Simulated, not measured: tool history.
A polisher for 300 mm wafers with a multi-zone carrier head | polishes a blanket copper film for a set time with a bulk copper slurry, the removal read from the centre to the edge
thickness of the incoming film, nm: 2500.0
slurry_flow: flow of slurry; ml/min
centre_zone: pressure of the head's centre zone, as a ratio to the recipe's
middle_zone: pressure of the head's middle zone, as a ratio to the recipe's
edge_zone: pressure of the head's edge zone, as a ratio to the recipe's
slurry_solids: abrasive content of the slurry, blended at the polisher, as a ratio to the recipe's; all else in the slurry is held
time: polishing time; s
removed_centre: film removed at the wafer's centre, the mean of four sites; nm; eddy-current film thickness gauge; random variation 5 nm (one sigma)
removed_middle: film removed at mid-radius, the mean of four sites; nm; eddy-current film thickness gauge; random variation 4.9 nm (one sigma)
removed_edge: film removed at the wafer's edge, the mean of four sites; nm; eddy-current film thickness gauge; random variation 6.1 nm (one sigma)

Run 1, day 0.000: slurry_flow 240 ml/min, centre_zone 1.00, middle_zone 1.00, edge_zone 1.00, slurry_solids 1.00, time 71 s. Result: removed_centre 577.34 nm, removed_middle 582.96 nm, removed_edge 588.66 nm.
Run 2, day 0.171: slurry_flow 240 ml/min, centre_zone 1.00, middle_zone 0.97, edge_zone 1.00, slurry_solids 1.00, time 71 s. Result: removed_centre 581.78 nm, removed_middle 573.82 nm, removed_edge 567.99 nm.
Run 3, day 0.383: slurry_flow 240 ml/min, centre_zone 1.00, middle_zone 0.97, edge_zone 1.00, slurry_solids 1.00, time 87 s. Result: removed_centre 702.85 nm, removed_middle 686.46 nm, removed_edge 702.89 nm.
Run 4, day 0.467: slurry_flow 195 ml/min, centre_zone 1.00, middle_zone 0.97, edge_zone 1.00, slurry_solids 1.00, time 87 s. Result: removed_centre 700.62 nm, removed_middle 662.54 nm, removed_edge 674.99 nm.
Run 5, day 0.608: slurry_flow 190 ml/min, centre_zone 0.99, middle_zone 0.95, edge_zone 1.02, slurry_solids 0.95, time 84 s. Result: removed_centre 652.03 nm, removed_middle 626.32 nm, removed_edge 658.51 nm.
Run 6, day 0.967: slurry_flow 185 ml/min, centre_zone 0.99, middle_zone 0.93, edge_zone 1.03, slurry_solids 0.90, time 81 s. Result: removed_centre 618.47 nm, removed_middle 575.37 nm, removed_edge 634.77 nm.
Run 7, day 1.021: slurry_flow 180 ml/min, centre_zone 0.98, middle_zone 0.92, edge_zone 1.02, slurry_solids 0.85, time 79 s. Result: removed_centre 585.39 nm, removed_middle 557.74 nm, removed_edge 601.54 nm.
Run 8, day 1.121: slurry_flow 175 ml/min, centre_zone 0.98, middle_zone 0.91, edge_zone 1.02, slurry_solids 0.80, time 77 s. Result: removed_centre 573.09 nm, removed_middle 529.98 nm, removed_edge 597.18 nm.
Run 9, day 1.383: slurry_flow 170 ml/min, centre_zone 0.98, middle_zone 0.90, edge_zone 1.02, slurry_solids 0.80, time 75 s. Result: removed_centre 543.27 nm, removed_middle 511.04 nm, removed_edge 565.47 nm.

The next listed run, before its measurement:
Run 10, day 1.421: slurry_flow 170 ml/min, centre_zone 0.98, middle_zone 0.89, edge_zone 1.02, slurry_solids 0.80, time 73 s. Result: removed_centre ?, removed_middle ?, removed_edge ?.

{"run 10": {"removed_centre": 547.54, "removed_middle": 497.54, "removed_edge": 544.0}}
